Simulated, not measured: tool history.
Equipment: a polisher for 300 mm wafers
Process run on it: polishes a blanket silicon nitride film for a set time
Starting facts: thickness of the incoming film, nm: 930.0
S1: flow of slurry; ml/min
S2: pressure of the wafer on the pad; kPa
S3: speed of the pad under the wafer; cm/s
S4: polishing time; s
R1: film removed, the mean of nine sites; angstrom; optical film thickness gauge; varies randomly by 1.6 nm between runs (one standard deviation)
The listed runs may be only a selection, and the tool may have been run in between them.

Run 1, hour 0.0: S1 165 ml/min, S2 28.3 kPa, S3 112 cm/s, S4 46 s. Result: R1 1044.2 angstrom.
Run 2, hour 1.3: S1 165 ml/min, S2 28.3 kPa, S3 112 cm/s, S4 49 s. Result: R1 1113.8 angstrom.
Run 3, hour 3.2: S1 165 ml/min, S2 28.3 kPa, S3 128 cm/s, S4 49 s. Result: R1 1205.2 angstrom.
Run 4, hour 4.0: S1 165 ml/min, S2 29.0 kPa, S3 128 cm/s, S4 49 s. Result: R1 1235.5 angstrom.
Run 5, hour 7.2: S1 165 ml/min, S2 29.0 kPa, S3 128 cm/s, S4 46 s. Result: R1 1159.0 angstrom.
Run 6, hour 7.8: S1 165 ml/min, S2 29.6 kPa, S3 128 cm/s, S4 46 s. Result: R1 1163.7 angstrom.
Run 7, hour 15.9: S1 165 ml/min, S2 29.6 kPa, S3 128 cm/s, S4 46 s. Result: R1 1191.7 angstrom.
Run 8, hour 21.0: S1 165 ml/min, S2 30.3 kPa, S3 128 cm/s, S4 46 s. Result: R1 1200.4 angstrom.
Run 9, hour 25.7: S1 165 ml/min, S2 31.0 kPa, S3 128 cm/s, S4 46 s. Result: R1 1197.4 angstrom.

Expected results for the next run?
Run 10, hour 32.3: S1 165 ml/min, S2 31.7 kPa, S3 128 cm/s, S4 46 s. Result: R1 ?.

R1: 1244.2 angstrom
